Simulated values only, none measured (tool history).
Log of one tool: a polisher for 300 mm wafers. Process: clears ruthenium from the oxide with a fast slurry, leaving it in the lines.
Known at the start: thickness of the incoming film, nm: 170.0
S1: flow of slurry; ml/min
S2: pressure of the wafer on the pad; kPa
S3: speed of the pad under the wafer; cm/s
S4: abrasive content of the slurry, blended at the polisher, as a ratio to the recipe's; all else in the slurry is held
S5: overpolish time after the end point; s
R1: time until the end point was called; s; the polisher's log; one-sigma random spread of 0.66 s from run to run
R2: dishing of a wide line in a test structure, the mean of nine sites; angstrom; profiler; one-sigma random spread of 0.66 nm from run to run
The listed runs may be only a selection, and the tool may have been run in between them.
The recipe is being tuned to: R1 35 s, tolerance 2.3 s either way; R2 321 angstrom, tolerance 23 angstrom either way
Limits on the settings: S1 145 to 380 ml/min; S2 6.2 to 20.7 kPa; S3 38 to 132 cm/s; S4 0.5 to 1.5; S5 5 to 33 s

run,hour,S1,S2,S3,S4,S5,R1,R2
1,0,245,13.1,84,1,17,58.503,244.86
2,7.3,245,15.2,84,1,17,52.997,253.31
3,8.2,195,15.2,84,1,17,53.88,253.23
4,15.5,195,16.5,88,1,17,45.675,265.33
5,19.6,195,17.2,88,1,18,45.273,280.93
6,20.9,195,15.2,88,1,18,50.63,261.49
7,23.4,195,16.5,90,1,18,44.738,281.99
8,26.3,195,16.5,90,1,18,44.32,272.71
9,32.4,195,17.2,90,1,19,44.244,284.52

Which of these 4 next moves meets every target?
A,38.5,195,20.7,110,1.15,22,?,?
B,38.5,195,20.7,96,1,22,?,?
C,38.5,150,20.7,112,1.05,19,?,?
D,38.5,185,17.9,118,1.15,19,?,?

move,R1,R2
A,28.994,338.59
B,35.26,328.28
C,30.738,327.69
D,31.149,326.83
A: takes the biggest miss from the last run beyond its target
B: hits every target within its allowed miss
C: takes the biggest miss from the last run beyond its target
D: takes the biggest miss from the last run beyond its target
Correct choice: B, which meets every target
